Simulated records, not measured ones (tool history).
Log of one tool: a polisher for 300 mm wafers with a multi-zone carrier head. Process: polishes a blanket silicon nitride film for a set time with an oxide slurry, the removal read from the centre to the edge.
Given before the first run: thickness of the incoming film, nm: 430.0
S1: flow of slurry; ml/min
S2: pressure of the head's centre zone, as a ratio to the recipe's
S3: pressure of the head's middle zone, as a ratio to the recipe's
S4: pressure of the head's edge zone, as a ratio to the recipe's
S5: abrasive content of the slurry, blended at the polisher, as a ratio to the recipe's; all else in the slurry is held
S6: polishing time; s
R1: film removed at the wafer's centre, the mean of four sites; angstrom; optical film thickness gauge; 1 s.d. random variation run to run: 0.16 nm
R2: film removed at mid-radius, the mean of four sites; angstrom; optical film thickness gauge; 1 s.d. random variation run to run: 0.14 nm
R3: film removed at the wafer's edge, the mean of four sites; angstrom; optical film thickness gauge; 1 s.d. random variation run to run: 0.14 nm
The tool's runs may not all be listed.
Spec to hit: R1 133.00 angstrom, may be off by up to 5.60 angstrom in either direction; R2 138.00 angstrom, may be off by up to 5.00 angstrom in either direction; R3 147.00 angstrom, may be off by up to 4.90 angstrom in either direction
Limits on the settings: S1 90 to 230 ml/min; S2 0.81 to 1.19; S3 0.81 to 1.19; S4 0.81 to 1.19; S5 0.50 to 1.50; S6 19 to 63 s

run,hour,S1,S2,S3,S4,S5,S6,R1,R2,R3
1,0.0,150,1.00,1.00,1.00,1.00,41,224.59,218.12,217.54
2,4.4,150,1.00,1.04,1.00,1.00,41,217.17,223.23,216.03
3,7.0,135,0.96,1.00,0.99,0.85,39,185.19,190.16,188.87
4,8.3,125,0.92,0.96,0.98,0.75,38,153.63,162.66,170.17
5,10.8,120,0.91,0.94,0.94,0.70,38,147.36,149.65,161.17
6,16.8,115,0.90,0.94,0.91,0.70,38,142.32,151.14,156.83
7,23.2,110,0.90,0.92,0.89,0.70,38,141.08,146.90,156.21
8,31.2,110,0.90,0.91,0.87,0.70,38,141.14,144.28,154.23
9,32.6,105,0.89,0.91,0.86,0.70,38,137.95,142.02,153.98
10,38.7,105,0.89,0.91,0.85,0.70,38,139.21,142.06,152.38

4 candidate next runs follow, results not yet known. Just one meets every target within its allowed miss. Identify it.
A,44.8,90,0.92,0.94,0.83,0.75,37,?,?,?
B,44.8,90,0.89,0.81,0.86,0.65,43,?,?,?
C,44.8,105,0.92,0.89,0.81,0.75,39,?,?,?
D,44.8,110,0.92,1.04,0.84,0.70,35,?,?,?

move,R1,R2,R3
A,134.23,140.57,146.21
B,139.58,133.81,159.36
C,150.66,149.48,158.71
D,132.70,149.55,139.96
A: each result inside its tolerance
B: lands further from the targets than the last run did
C: lands further from the targets than the last run did
D: puts the biggest miss on target and leaves a different result outside tolerance
Correct choice: A, which meets every target

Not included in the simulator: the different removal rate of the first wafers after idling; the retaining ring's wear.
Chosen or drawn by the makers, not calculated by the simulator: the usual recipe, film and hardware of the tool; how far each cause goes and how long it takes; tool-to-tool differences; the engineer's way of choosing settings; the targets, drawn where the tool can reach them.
